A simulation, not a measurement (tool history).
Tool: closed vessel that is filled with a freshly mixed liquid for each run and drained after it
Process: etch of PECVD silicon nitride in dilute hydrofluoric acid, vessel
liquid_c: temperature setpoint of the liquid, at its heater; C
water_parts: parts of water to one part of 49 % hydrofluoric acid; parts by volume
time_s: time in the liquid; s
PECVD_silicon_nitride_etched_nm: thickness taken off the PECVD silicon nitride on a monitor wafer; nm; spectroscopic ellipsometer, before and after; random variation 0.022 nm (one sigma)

run	hour	liquid_c	water_parts	time_s	PECVD_silicon_nitride_etched_nm
1	0.0	20.0	190	315	3.0671
2	2.7	20.0	190	200	1.9347
3	11.0	21.5	190	200	2.1038
4	20.2	21.5	175	200	2.2998
5	23.7	21.5	175	315	3.6294
6	26.3	21.5	210	315	3.0789
7	33.8	21.0	210	315	3.0008
8	35.4	20.5	210	315	2.8820
9	43.4	20.0	210	315	2.7877

The next listed run, before its measurement:
10	46.6	19.5	210	315	?

{"run 10": {"PECVD_silicon_nitride_etched_nm": 2.693}}
